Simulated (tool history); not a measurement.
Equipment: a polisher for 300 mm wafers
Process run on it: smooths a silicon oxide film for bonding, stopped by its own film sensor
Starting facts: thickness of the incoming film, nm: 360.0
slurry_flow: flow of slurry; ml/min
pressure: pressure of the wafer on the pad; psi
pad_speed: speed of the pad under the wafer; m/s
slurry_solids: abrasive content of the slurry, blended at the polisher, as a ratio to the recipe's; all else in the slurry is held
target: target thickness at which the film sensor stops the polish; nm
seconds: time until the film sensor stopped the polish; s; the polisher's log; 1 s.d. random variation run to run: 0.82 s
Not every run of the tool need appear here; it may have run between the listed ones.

run,hour,slurry_flow,pressure,pad_speed,slurry_solids,target,seconds
1,0.0,245,1.7,0.98,1.0,284,116.570
2,0.6,245,1.9,0.98,1.0,284,108.210
3,5.2,245,1.9,0.98,1.0,284,108.920
4,13.6,245,1.7,0.98,1.0,284,116.350
5,14.2,245,1.7,0.98,1.0,284,117.380
6,14.9,245,1.7,0.98,0.8,284,128.300
7,17.4,250,2.2,1.00,0.8,284,109.190
8,25.5,250,2.3,1.06,0.8,284,101.060
9,30.6,250,2.4,1.10,0.8,284,96.001
10,37.4,250,2.5,1.14,0.8,284,89.862

Expected results for the next run?
11,43.8,250,2.6,1.16,0.8,284,?

seconds: 88.749 s

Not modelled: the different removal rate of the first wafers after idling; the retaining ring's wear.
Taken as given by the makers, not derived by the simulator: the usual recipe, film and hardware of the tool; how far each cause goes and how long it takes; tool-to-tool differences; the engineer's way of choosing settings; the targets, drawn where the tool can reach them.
